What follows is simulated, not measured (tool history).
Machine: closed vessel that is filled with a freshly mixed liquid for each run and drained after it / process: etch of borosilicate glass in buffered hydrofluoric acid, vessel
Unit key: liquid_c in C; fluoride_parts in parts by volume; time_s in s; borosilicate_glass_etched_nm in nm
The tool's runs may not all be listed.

run	hour	liquid_c	fluoride_parts	time_s	borosilicate_glass_etched_nm
1	0	25	9.5	100	133.12
2	8.3	24.5	9.5	100	128.14
3	17.5	24	9.5	100	125.53
4	18.7	27	9.5	100	147.42
5	27.5	28.5	9.5	100	157.26
6	29	27.5	9.5	100	150.65
7	37.4	26.5	9.5	100	141.62
8	39.9	25.5	9.5	100	134.45
9	46.6	25	9.5	100	131.8
10	47.7	24.5	9.5	100	128.26

Predict the results of run 11:
11	53.4	24	9.5	100	?

borosilicate_glass_etched_nm: 125.5 nm
